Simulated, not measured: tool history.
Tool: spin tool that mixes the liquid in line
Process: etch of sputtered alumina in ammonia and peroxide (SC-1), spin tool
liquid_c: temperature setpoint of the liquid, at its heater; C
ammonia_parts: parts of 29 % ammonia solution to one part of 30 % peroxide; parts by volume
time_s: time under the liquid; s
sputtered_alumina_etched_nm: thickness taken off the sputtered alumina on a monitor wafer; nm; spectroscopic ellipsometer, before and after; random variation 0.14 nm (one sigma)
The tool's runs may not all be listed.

run  hour  liquid_c  ammonia_parts  time_s  sputtered_alumina_etched_nm
  1     0        59            0.8     285                       23.324
  2   7.1        60            0.8     285                       24.564
  3   8.1        60           0.65     285                       24.081
  4   8.9        60           0.45     285                       23.255
  5  16.5        61           0.45     285                        24.56
  6  19.4        61            0.3     285                       23.542
  7  25.3        62            0.3     285                       24.848
  8  29.7      62.5            0.3     285                       25.431
  9  33.4        63            0.3     285                       25.831
 10    37      63.5            0.3     285                       26.709

Forecast run 11:
 11  44.4        64            0.3     285                            ?

Run 11 gave sputtered_alumina_etched_nm 27.648 nm.

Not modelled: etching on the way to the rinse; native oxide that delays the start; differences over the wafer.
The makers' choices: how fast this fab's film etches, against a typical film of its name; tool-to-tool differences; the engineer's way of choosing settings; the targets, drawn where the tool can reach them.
